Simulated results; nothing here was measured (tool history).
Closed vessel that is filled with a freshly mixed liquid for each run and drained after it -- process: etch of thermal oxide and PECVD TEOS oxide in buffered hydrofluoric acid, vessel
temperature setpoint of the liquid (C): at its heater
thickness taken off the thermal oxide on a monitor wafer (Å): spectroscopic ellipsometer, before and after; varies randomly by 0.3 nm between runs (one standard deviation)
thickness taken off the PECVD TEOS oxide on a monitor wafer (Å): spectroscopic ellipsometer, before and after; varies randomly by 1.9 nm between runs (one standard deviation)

run	hour	temperature setpoint of the liquid (C)	parts of 40 % ammonium fluoride to one part of 49 % hydrofluoric acid (parts by volume)	time in the liquid (s)	thickness taken off the thermal oxide on a monitor wafer (Å)	thickness taken off the PECVD TEOS oxide on a monitor wafer (Å)
1	0	21	16.5	95	482.48	1410.3
2	5.4	21	15	95	531.77	1557
3	13.7	22.5	15	95	579.89	1667.7
4	19.4	23	15	95	595.94	1718.4
5	23.7	23	15	120	745.98	2197.4
6	30.1	22.5	15	120	732.68	2087.3

Estimate the outcome of run 7 from the log above:
7	38	22	15	120	?	?

thickness taken off the thermal oxide on a monitor wafer (Å): 710.51
thickness taken off the PECVD TEOS oxide on a monitor wafer (Å): 2046.7
